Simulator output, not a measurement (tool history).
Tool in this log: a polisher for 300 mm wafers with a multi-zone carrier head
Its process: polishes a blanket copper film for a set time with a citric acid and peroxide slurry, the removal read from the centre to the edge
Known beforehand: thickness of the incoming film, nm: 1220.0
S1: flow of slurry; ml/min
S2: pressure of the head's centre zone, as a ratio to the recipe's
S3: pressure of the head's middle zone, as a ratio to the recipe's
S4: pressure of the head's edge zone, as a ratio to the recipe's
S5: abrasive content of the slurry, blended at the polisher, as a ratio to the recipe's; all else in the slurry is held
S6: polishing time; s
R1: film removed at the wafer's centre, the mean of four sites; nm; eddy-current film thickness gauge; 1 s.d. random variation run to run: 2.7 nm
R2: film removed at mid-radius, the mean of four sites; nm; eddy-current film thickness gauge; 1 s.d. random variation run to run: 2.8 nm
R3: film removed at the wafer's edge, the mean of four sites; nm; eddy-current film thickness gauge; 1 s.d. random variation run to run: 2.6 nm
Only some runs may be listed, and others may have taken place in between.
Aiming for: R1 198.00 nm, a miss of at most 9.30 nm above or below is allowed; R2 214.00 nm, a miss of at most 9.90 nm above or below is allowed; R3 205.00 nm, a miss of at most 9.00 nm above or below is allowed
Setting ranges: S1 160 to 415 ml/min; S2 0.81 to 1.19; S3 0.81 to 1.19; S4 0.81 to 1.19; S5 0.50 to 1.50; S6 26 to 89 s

| run | hour | S1 | S2 | S3 | S4 | S5 | S6 | R1 | R2 | R3 |
|---|---|---|---|---|---|---|---|---|---|---|
| 1 | 0.0 | 265 | 1.00 | 1.00 | 1.00 | 1.00 | 57 | 162.17 | 158.15 | 158.49 |
| 2 | 4.1 | 265 | 1.00 | 1.05 | 1.00 | 1.00 | 57 | 164.82 | 162.73 | 160.99 |
| 3 | 6.5 | 265 | 1.08 | 1.05 | 1.00 | 1.00 | 57 | 178.78 | 168.03 | 161.55 |
| 4 | 7.3 | 265 | 1.06 | 1.07 | 1.02 | 1.10 | 58 | 184.75 | 176.08 | 169.98 |
| 5 | 8.7 | 265 | 1.04 | 1.09 | 1.04 | 1.15 | 59 | 183.90 | 182.94 | 170.13 |
| 6 | 12.8 | 265 | 1.00 | 1.09 | 1.04 | 1.15 | 59 | 176.57 | 180.74 | 173.57 |
| 7 | 17.6 | 265 | 0.99 | 1.10 | 1.05 | 1.20 | 60 | 180.29 | 189.38 | 175.75 |
| 8 | 18.8 | 265 | 0.98 | 1.09 | 1.07 | 1.25 | 61 | 184.32 | 191.39 | 185.24 |

Of the 5 settings listed for the next run, only one would bring every result within its allowed miss of target. Which one?
| A | 20.0 | 180 | 0.85 | 1.12 | 1.12 | 1.30 | 67 | ? | ? | ? |
| B | 20.0 | 280 | 1.00 | 1.09 | 1.08 | 1.20 | 54 | ? | ? | ? |
| C | 20.0 | 240 | 0.81 | 1.01 | 1.17 | 1.45 | 68 | ? | ? | ? |
| D | 20.0 | 235 | 1.08 | 1.19 | 0.86 | 1.25 | 65 | ? | ? | ? |
| E | 20.0 | 220 | 0.95 | 1.09 | 1.02 | 1.15 | 70 | ? | ? | ? |

| move | R1 | R2 | R3 |
|---|---|---|---|
| A | 162.02 | 211.04 | 204.67 |
| B | 161.97 | 173.60 | 166.56 |
| C | 169.97 | 211.89 | 227.09 |
| D | 208.06 | 222.88 | 178.71 |
| E | 190.20 | 215.47 | 202.48 |
A: brings the result that was furthest off to its target, and leaves another outside
B: misses by more than the last run did
C: brings the result that was furthest off to its target, and leaves another outside
D: brings the result that was furthest off to its target, and leaves another outside
E: all results land within tolerance of their targets
Correct choice: E, which meets every target
